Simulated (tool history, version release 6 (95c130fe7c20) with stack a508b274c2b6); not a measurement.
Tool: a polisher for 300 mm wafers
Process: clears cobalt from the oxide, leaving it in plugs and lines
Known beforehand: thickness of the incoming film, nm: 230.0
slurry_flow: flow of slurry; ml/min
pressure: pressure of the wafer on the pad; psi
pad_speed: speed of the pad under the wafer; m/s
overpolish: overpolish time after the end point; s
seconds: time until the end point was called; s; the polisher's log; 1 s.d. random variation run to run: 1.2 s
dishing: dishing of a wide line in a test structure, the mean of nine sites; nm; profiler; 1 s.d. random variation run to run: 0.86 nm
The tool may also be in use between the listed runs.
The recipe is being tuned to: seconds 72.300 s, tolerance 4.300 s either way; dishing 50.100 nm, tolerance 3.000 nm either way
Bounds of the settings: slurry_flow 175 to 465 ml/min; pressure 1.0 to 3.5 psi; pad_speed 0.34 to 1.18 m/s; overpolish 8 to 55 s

run    day  slurry_flow  pressure  pad_speed  overpolish  seconds  dishing
  1  0.000          295       2.2       0.76          28   51.352   50.484
  2  0.100          295       2.2       0.82          28   48.900   52.334
  3  0.467          295       2.7       0.82          28   41.821   55.193
  4  0.662          295       2.2       0.80          31   48.657   53.603
  5  0.992          295       1.8       0.78          34   58.445   53.047
  6  1.092          355       1.8       0.78          34   57.905   54.966
  7  1.288          355       1.8       0.78          34   58.118   51.311
  8  1.454          355       1.8       0.78          34   58.994   52.534
  9  1.558          355       1.6       0.78          35   61.506   53.025
 10  1.696          355       1.5       0.78          35   63.923   50.584

Consider the 4 candidate settings below. Which is the only one whose results all fall within their allowed miss of target?
  A  1.833          350       1.2       0.78          36        ?        ?
  B  1.833          355       1.5       0.82          32        ?        ?
  C  1.833          415       1.7       0.82          26        ?        ?
  D  1.833          290       2.0       0.86          24        ?        ?

move  seconds  dishing
   A   73.731   50.054
   B   62.067   50.932
   C   57.000   48.565
   D   50.561   49.253
A: every result within its allowed miss
B: misses by more than the last run did
C: misses by more than the last run did
D: misses by more than the last run did
A is the move that brings every result within its allowed miss.

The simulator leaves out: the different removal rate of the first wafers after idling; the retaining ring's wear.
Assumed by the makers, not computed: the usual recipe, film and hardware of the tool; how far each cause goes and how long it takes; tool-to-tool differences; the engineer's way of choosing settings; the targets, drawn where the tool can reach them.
